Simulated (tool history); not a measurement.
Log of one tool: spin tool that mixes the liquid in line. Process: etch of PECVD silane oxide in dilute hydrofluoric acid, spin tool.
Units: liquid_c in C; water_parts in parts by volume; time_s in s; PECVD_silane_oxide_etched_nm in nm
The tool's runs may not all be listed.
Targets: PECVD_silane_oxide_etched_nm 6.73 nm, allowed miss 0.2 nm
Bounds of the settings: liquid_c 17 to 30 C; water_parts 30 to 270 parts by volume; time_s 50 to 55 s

run	hour	liquid_c	water_parts	time_s	PECVD_silane_oxide_etched_nm
1	0	22	150	50	7.6476
2	7.1	24	150	50	8.4811
3	12.5	24	150	55	9.1384
4	13.8	26.5	150	55	10.074
5	20	24.5	155	55	9.0552
6	27.7	23	160	55	8.2328
7	30.7	22	160	55	7.8866
8	34.8	21	160	55	7.5685

Which of these 5 next moves meets every target?
A	38.9	21	165	55	?
B	38.9	18.5	150	55	?
C	38.9	20.5	160	50	?
D	38.9	21.5	160	50	?
E	38.9	20.5	150	50	?

move	PECVD_silane_oxide_etched_nm
A	7.2593
B	7.3426
C	6.7084
D	6.9763
E	7.231
A: nearer than the last run, and not there yet
B: nearer than the last run, and not there yet
C: meets every target
D: nearer than the last run, and not there yet
E: nearer than the last run, and not there yet
The right move is C.
